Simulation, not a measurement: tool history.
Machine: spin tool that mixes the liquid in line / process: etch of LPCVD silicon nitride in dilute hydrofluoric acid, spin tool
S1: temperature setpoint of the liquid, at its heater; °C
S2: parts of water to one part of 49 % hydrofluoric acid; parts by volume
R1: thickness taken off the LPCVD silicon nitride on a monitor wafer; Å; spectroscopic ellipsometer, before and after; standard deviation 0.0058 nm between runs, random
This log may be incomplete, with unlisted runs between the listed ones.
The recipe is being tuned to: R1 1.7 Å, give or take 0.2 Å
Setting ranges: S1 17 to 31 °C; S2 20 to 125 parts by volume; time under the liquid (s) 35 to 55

Run 1, hour 0: S1 23 °C, S2 70 parts by volume, time under the liquid (s) 55. Result: R1 3.552 Å.
Run 2, hour 6.1: S1 22 °C, S2 75 parts by volume, time under the liquid (s) 50. Result: R1 2.5182 Å.
Run 3, hour 7.1: S1 22 °C, S2 75 parts by volume, time under the liquid (s) 55. Result: R1 2.943 Å.
Run 4, hour 10.8: S1 23 °C, S2 75 parts by volume, time under the liquid (s) 55. Result: R1 3.099 Å.
Run 5, hour 13: S1 22 °C, S2 75 parts by volume, time under the liquid (s) 55. Result: R1 2.8615 Å.
Run 6, hour 13.6: S1 22 °C, S2 65 parts by volume, time under the liquid (s) 55. Result: R1 3.436 Å.
Run 7, hour 15.5: S1 21 °C, S2 70 parts by volume, time under the liquid (s) 55. Result: R1 3.0524 Å.
Run 8, hour 19.9: S1 18.5 °C, S2 100 parts by volume, time under the liquid (s) 35. Result: R1 1.0402 Å.
Run 9, hour 21.2: S1 19.5 °C, S2 100 parts by volume, time under the liquid (s) 35. Result: R1 1.1703 Å.
Run 10, hour 28.1: S1 20.5 °C, S2 100 parts by volume, time under the liquid (s) 35. Result: R1 1.2444 Å.
Run 11, hour 30.9: S1 23.5 °C, S2 90 parts by volume, time under the liquid (s) 40. Result: R1 2.0617 Å.
Run 12, hour 38.4: S1 23 °C, S2 90 parts by volume, time under the liquid (s) 40. Result: R1 1.9826 Å.

Of the 4 settings listed for the next run, only one would bring every result within its allowed miss of target. Which one?
Run A, hour 45.9: S1 19 °C, S2 105 parts by volume, time under the liquid (s) 55. Result: R1 ?.
Run B, hour 45.9: S1 24 °C, S2 95 parts by volume, time under the liquid (s) 50. Result: R1 ?.
Run C, hour 45.9: S1 23 °C, S2 95 parts by volume, time under the liquid (s) 55. Result: R1 ?.
Run D, hour 45.9: S1 19.5 °C, S2 75 parts by volume, time under the liquid (s) 55. Result: R1 ?.

move      R1
   A  1.7146
   B  2.4067
   C  2.4775
   D  2.4629
A: meets every target
B: the biggest miss grows against the last run
C: the biggest miss grows against the last run
D: the biggest miss grows against the last run
So the answer is move A, the one that meets all the targets.
